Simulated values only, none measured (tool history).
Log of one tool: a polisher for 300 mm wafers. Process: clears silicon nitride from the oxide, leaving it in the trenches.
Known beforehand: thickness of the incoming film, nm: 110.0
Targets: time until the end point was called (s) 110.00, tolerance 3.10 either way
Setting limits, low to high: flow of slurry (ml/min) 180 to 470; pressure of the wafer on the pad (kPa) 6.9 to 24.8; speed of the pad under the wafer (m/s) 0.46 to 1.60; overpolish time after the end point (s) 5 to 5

run,hour,flow of slurry (ml/min),pressure of the wafer on the pad (kPa),speed of the pad under the wafer (m/s),overpolish time after the end point (s),time until the end point was called (s)
1,0.0,300,15.9,1.02,5,150.49
2,7.1,270,15.9,1.02,5,150.82
3,7.7,270,17.2,1.02,5,143.79
4,16.4,270,17.2,1.26,5,117.24
5,22.1,275,17.2,1.26,5,117.32
6,24.3,275,17.2,1.10,5,132.83
7,28.8,280,17.9,1.10,5,130.53
8,30.4,280,18.6,1.10,5,125.51
9,37.8,280,19.3,1.10,5,122.71
10,44.5,280,20.0,1.10,5,121.45
11,49.1,280,20.7,1.10,5,117.81
12,53.2,280,20.7,1.10,5,118.67
13,56.3,280,21.4,1.10,5,113.42

Which one of the following 5 next-run settings gets every result inside its allowed miss? There is exactly one.
A,59.4,275,24.8,1.04,5,?
B,59.4,290,20.7,1.12,5,?
C,59.4,230,24.8,0.98,5,?
D,59.4,270,22.8,1.00,5,?
E,59.4,325,19.3,1.14,5,?

move,time until the end point was called (s)
A,111.78
B,117.71
C,121.02
D,123.87
E,119.96
A: every result lands within tolerance
B: its largest miss is bigger than the last run's
C: its largest miss is bigger than the last run's
D: its largest miss is bigger than the last run's
E: its largest miss is bigger than the last run's
So the answer is move A, the one that meets all the targets.
